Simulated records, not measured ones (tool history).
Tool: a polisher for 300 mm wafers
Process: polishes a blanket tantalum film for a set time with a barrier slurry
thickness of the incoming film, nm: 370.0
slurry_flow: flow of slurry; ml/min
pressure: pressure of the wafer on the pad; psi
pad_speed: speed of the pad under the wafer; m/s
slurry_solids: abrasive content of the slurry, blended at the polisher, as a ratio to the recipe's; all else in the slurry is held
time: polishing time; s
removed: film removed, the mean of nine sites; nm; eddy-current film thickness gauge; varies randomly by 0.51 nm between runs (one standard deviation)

{"run": 1, "hour": 0.0, "slurry_flow": 235, "pressure": 2.1, "pad_speed": 1.04, "slurry_solids": 1, "time": 47, "removed": 100.65}
{"run": 2, "hour": 0.6, "slurry_flow": 235, "pressure": 1.8, "pad_speed": 0.94, "slurry_solids": 1, "time": 47, "removed": 82.251}
{"run": 3, "hour": 3.1, "slurry_flow": 235, "pressure": 1.6, "pad_speed": 0.84, "slurry_solids": 1, "time": 47, "removed": 68.196}
{"run": 4, "hour": 11.9, "slurry_flow": 235, "pressure": 1.6, "pad_speed": 1, "slurry_solids": 1, "time": 47, "removed": 74.347}
{"run": 5, "hour": 14.5, "slurry_flow": 235, "pressure": 1.6, "pad_speed": 1.12, "slurry_solids": 1, "time": 47, "removed": 82.244}
{"run": 6, "hour": 17.9, "slurry_flow": 235, "pressure": 1.6, "pad_speed": 1.32, "slurry_solids": 1, "time": 47, "removed": 90.997}
{"run": 7, "hour": 22.2, "slurry_flow": 230, "pressure": 1.5, "pad_speed": 1.14, "slurry_solids": 0.95, "time": 47, "removed": 75.884}
{"run": 8, "hour": 26.3, "slurry_flow": 225, "pressure": 1.4, "pad_speed": 1.02, "slurry_solids": 0.9, "time": 47, "removed": 63.382}
{"run": 9, "hour": 29.4, "slurry_flow": 220, "pressure": 1.3, "pad_speed": 0.96, "slurry_solids": 0.9, "time": 47, "removed": 59.654}

The next listed run, before its measurement:
{"run": 10, "hour": 36.0, "slurry_flow": 220, "pressure": 1.2, "pad_speed": 0.88, "slurry_solids": 0.9, "time": 47, "removed": "?"}

removed: 50.908 nm
